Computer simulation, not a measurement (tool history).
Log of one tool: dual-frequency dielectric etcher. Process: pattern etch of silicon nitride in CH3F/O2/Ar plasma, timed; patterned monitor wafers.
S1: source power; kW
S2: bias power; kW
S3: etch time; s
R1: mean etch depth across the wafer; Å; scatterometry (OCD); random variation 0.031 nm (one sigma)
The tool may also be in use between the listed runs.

run,hour,S1,S2,S3,R1
1,0,0.29,0.065,25.5,148
2,7.7,0.29,0.065,23.5,137.02
3,15.4,0.27,0.065,23.5,131.48
4,24.3,0.26,0.065,23.5,129.34
5,31.3,0.25,0.065,23.5,126.48
6,38.3,0.25,0.065,25.5,137.16
7,42.8,0.23,0.065,25.5,131.74

Forecast run 8:
# hour 45.5: wet clean of the chamber
8,45.5,0.22,0.065,25.5,?

{"run 8": {"R1": 135.15}}

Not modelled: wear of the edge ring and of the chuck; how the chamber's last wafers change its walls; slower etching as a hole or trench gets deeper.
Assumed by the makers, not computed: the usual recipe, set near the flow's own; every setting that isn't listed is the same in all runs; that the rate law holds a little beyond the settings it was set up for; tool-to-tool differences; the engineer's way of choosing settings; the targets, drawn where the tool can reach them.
